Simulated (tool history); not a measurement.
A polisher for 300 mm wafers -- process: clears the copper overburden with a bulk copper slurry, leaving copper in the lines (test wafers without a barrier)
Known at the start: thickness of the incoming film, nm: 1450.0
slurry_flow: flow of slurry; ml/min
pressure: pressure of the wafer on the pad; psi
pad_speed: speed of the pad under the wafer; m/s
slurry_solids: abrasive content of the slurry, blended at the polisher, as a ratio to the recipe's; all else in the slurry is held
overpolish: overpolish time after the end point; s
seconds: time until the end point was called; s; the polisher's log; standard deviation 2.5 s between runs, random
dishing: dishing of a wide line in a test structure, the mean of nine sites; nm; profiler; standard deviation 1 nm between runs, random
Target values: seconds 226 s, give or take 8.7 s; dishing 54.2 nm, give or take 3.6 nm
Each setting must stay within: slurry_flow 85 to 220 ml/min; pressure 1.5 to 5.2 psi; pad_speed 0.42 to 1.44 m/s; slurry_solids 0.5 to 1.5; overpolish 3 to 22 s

| run | hour | slurry_flow | pressure | pad_speed | slurry_solids | overpolish | seconds | dishing |
|---|---|---|---|---|---|---|---|---|
| 1 | 0 | 140 | 3.3 | 0.92 | 1 | 11 | 140.35 | 64.405 |
| 2 | 8.4 | 140 | 3.8 | 0.92 | 1 | 11 | 121.67 | 70.794 |
| 3 | 16.7 | 135 | 3.2 | 0.92 | 1 | 12 | 145.9 | 65.702 |
| 4 | 17.4 | 130 | 2.8 | 0.92 | 1 | 13 | 160.22 | 60.844 |
| 5 | 20.2 | 100 | 2.8 | 0.92 | 1 | 13 | 171.69 | 58.728 |
| 6 | 25.4 | 85 | 2.8 | 0.92 | 1 | 13 | 178.62 | 58.846 |
| 7 | 30.8 | 85 | 2.6 | 0.92 | 1 | 14 | 191.24 | 58.396 |
| 8 | 37.6 | 85 | 2.4 | 0.92 | 1 | 14 | 205.38 | 54.638 |

Which one of the following 4 next-run settings gets every result inside its allowed miss? There is exactly one.
| A | 44.4 | 90 | 2.4 | 0.88 | 1.05 | 14 | ? | ? |
| B | 44.4 | 90 | 2.1 | 0.92 | 1.1 | 15 | ? | ? |
| C | 44.4 | 90 | 2.5 | 0.98 | 1 | 13 | ? | ? |
| D | 44.4 | 85 | 2.3 | 0.8 | 1.35 | 20 | ? | ? |

| move | seconds | dishing |
|---|---|---|
| A | 207.75 | 53.948 |
| B | 224.43 | 53.045 |
| C | 185.2 | 55.777 |
| D | 226.43 | 65.063 |
A: better than the last run, though not everything is in spec
B: hits every target within its allowed miss
C: further off than the last run
D: gets the furthest-off result to its target, but another result is out of tolerance
Move B is the one to make.

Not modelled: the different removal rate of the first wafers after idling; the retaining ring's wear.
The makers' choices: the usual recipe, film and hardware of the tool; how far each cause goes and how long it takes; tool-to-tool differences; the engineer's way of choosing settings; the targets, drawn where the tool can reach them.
